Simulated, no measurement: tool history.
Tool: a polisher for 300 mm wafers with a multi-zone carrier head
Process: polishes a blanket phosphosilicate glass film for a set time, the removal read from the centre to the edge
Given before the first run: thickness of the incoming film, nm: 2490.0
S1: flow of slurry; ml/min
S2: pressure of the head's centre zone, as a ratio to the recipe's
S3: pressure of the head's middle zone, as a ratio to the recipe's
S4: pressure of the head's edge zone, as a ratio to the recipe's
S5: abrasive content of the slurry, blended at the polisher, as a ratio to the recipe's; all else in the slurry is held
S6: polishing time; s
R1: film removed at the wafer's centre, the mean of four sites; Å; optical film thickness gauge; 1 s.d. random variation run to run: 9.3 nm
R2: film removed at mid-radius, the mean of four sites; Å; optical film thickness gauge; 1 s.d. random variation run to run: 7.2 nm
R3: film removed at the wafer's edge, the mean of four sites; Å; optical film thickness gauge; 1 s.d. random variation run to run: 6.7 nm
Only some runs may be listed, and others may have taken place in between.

run  hour   S1    S2    S3    S4   S5  S6      R1      R2      R3
  1     0  135     1     1     1    1  38  5110.8  5163.4  5262.8
  2   3.8  135     1  0.92     1    1  38  5253.4  4938.2  5151.9
  3     7  145  1.01  0.97  0.97  1.1  38  5614.8  5375.1  5307.4
  4   8.2  145  1.01  0.97  0.97  1.1  42  6190.5  5900.4    5914
  5  11.1  165  1.01  0.97  0.97  1.1  42  6297.6  6038.6  5982.8
  6  12.1  165  1.01  0.97  0.97  1.1  48  7236.6  6822.4  6837.9
  7  13.7  170     1  0.99  0.94  1.1  48  7059.3  7028.5  6767.7

What will run 8 give?
  8  17.2  170   1   1  0.92  1.1  48   ?   ?   ?

Run 8 came out at R1 7090.2 Å, R2 7102.2 Å, R3 6735.6 Å.
